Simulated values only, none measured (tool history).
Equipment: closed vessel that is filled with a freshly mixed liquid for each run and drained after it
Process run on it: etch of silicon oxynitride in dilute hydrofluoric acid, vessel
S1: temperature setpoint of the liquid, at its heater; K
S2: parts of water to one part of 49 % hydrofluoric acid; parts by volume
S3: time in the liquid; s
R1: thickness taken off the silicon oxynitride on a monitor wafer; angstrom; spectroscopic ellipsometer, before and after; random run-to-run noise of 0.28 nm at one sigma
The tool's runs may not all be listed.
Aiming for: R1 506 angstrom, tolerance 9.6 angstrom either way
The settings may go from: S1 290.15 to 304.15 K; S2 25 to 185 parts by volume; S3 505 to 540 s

Run 1, hour 0: S1 296.15 K, S2 105 parts by volume, S3 505 s. Result: R1 231.1 angstrom.
Run 2, hour 1.6: S1 297.15 K, S2 100 parts by volume, S3 505 s. Result: R1 255.55 angstrom.
Run 3, hour 4.1: S1 299.15 K, S2 100 parts by volume, S3 505 s. Result: R1 282.51 angstrom.
Run 4, hour 6.4: S1 299.15 K, S2 85 parts by volume, S3 505 s. Result: R1 334.51 angstrom.
Run 5, hour 9.6: S1 299.15 K, S2 85 parts by volume, S3 540 s. Result: R1 357.11 angstrom.
Run 6, hour 10.8: S1 299.65 K, S2 85 parts by volume, S3 540 s. Result: R1 367.03 angstrom.
Run 7, hour 13.4: S1 300.15 K, S2 85 parts by volume, S3 540 s. Result: R1 371.67 angstrom.
Run 8, hour 14.5: S1 300.65 K, S2 85 parts by volume, S3 540 s. Result: R1 380.18 angstrom.
Run 9, hour 19.7: S1 301.15 K, S2 85 parts by volume, S3 540 s. Result: R1 395.26 angstrom.
Run 10, hour 24.1: S1 301.65 K, S2 85 parts by volume, S3 540 s. Result: R1 401.41 angstrom.
Run 11, hour 28.6: S1 302.15 K, S2 85 parts by volume, S3 540 s. Result: R1 409.65 angstrom.
Run 12, hour 30.2: S1 302.65 K, S2 85 parts by volume, S3 540 s. Result: R1 419.9 angstrom.
Run 13, hour 33.4: S1 303.65 K, S2 80 parts by volume, S3 540 s. Result: R1 470.62 angstrom.

Which one of the following 4 next-run settings gets every result inside its allowed miss? There is exactly one.
Run A, hour 36.6: S1 302.65 K, S2 70 parts by volume, S3 505 s. Result: R1 ?.
Run B, hour 36.6: S1 302.15 K, S2 65 parts by volume, S3 525 s. Result: R1 ?.
Run C, hour 36.6: S1 302.65 K, S2 65 parts by volume, S3 515 s. Result: R1 ?.
Run D, hour 36.6: S1 302.15 K, S2 70 parts by volume, S3 540 s. Result: R1 ?.

move      R1
   A  486.63
   B  535.09
   C   537.2
   D  508.49
A: moves toward the targets from the last run without getting all of them in spec
B: moves the result that the last run missed by most past its target, out the other side
C: moves the result that the last run missed by most past its target, out the other side
D: hits every target within its allowed miss
Answer: D
